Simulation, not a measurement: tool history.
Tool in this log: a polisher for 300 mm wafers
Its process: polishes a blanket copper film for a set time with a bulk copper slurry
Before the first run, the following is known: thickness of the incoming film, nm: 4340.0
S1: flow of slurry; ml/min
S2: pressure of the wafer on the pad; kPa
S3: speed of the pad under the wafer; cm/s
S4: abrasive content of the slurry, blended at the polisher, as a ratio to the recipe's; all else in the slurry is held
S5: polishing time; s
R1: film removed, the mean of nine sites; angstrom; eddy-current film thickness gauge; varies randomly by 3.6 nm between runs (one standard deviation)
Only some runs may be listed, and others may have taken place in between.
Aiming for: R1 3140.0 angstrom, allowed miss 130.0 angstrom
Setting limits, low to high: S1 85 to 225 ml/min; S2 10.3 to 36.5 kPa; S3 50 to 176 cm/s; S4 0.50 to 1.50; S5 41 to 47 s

run  hour   S1    S2   S3    S4  S5      R1
  1   0.0  145  23.4  112  1.00  47  5293.2
  2   5.3  145  23.4  102  1.00  47  4824.6
  3   9.1  140  20.7  102  1.00  47  4220.9
  4  11.0  140  20.7  102  1.20  47  4462.6
  5  19.7  140  20.7  124  1.20  47  5303.8
  6  22.2  140  20.7  144  1.20  47  6236.6
  7  28.6  135  17.2  136  1.20  47  4862.8
  8  37.5  130  15.2  134  1.20  47  4116.9
  9  39.2  125  13.8  134  1.20  47  3767.7
 10  47.8  120  13.1  134  1.20  47  3712.8
 11  53.8  120  10.3  126  1.20  47  2769.7
 12  54.7  135  12.4  126  1.20  47  3363.5
 13  57.0  130  12.4  126  1.20  47  3301.8

Pick the move, out of 4, that brings all results within their allowed miss; only one does.
  A  59.3  125  13.8  120  1.15  47   ?
  B  59.3  100  13.1  148  1.25  44   ?
  C  59.3  145  11.7  130  1.20  44   ?
  D  59.3  195  15.2  106  1.45  43   ?

move      R1
   A  3424.9
   B  3610.8
   C  3110.0
   D  3467.0
A: lands further from the targets than the last run did
B: lands further from the targets than the last run did
C: each result inside its tolerance
D: lands further from the targets than the last run did
The right move is C.

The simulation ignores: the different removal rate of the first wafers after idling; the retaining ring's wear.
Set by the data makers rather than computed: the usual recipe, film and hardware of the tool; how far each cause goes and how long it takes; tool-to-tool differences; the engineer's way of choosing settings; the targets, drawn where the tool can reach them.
